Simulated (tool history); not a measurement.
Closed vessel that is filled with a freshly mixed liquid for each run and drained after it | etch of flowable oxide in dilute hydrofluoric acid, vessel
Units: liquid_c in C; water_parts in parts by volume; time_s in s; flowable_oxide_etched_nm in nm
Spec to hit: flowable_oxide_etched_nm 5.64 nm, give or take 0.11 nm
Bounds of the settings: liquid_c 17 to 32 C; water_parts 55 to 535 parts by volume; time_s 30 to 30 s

{"run": 1, "hour": 0.0, "liquid_c": 24, "water_parts": 295, "time_s": 30, "flowable_oxide_etched_nm": 4.6868}
{"run": 2, "hour": 1.1, "liquid_c": 25.5, "water_parts": 295, "time_s": 30, "flowable_oxide_etched_nm": 4.9792}
{"run": 3, "hour": 6.6, "liquid_c": 26.5, "water_parts": 295, "time_s": 30, "flowable_oxide_etched_nm": 5.1289}
{"run": 4, "hour": 8.7, "liquid_c": 26.5, "water_parts": 295, "time_s": 30, "flowable_oxide_etched_nm": 5.0824}
{"run": 5, "hour": 17.8, "liquid_c": 26.5, "water_parts": 340, "time_s": 30, "flowable_oxide_etched_nm": 4.2555}
{"run": 6, "hour": 25.0, "liquid_c": 23.5, "water_parts": 340, "time_s": 30, "flowable_oxide_etched_nm": 3.8666}
{"run": 7, "hour": 25.8, "liquid_c": 26.5, "water_parts": 330, "time_s": 30, "flowable_oxide_etched_nm": 4.4359}
{"run": 8, "hour": 27.8, "liquid_c": 28.5, "water_parts": 325, "time_s": 30, "flowable_oxide_etched_nm": 4.8569}
{"run": 9, "hour": 30.5, "liquid_c": 29.5, "water_parts": 320, "time_s": 30, "flowable_oxide_etched_nm": 5.058}
{"run": 10, "hour": 37.1, "liquid_c": 30.5, "water_parts": 315, "time_s": 30, "flowable_oxide_etched_nm": 5.3339}
{"run": 11, "hour": 45.8, "liquid_c": 31, "water_parts": 315, "time_s": 30, "flowable_oxide_etched_nm": 5.4817}

Of the 5 settings listed for the next run, only one would bring every result within its allowed miss of target. Which one?
{"run": "A", "hour": 54.5, "liquid_c": 31.5, "water_parts": 325, "time_s": 30, "flowable_oxide_etched_nm": "?"}
{"run": "B", "hour": 54.5, "liquid_c": 29, "water_parts": 305, "time_s": 30, "flowable_oxide_etched_nm": "?"}
{"run": "C", "hour": 54.5, "liquid_c": 32, "water_parts": 330, "time_s": 30, "flowable_oxide_etched_nm": "?"}
{"run": "D", "hour": 54.5, "liquid_c": 31, "water_parts": 320, "time_s": 30, "flowable_oxide_etched_nm": "?"}
{"run": "E", "hour": 54.5, "liquid_c": 28.5, "water_parts": 290, "time_s": 30, "flowable_oxide_etched_nm": "?"}

move=A flowable_oxide_etched_nm=5.301
move=B flowable_oxide_etched_nm=5.332
move=C flowable_oxide_etched_nm=5.2728
move=D flowable_oxide_etched_nm=5.3297
move=E flowable_oxide_etched_nm=5.6063
A: moves away from the targets compared with the last run
B: moves away from the targets compared with the last run
C: moves away from the targets compared with the last run
D: moves away from the targets compared with the last run
E: all results in spec
So the answer is move E, the one that meets all the targets.
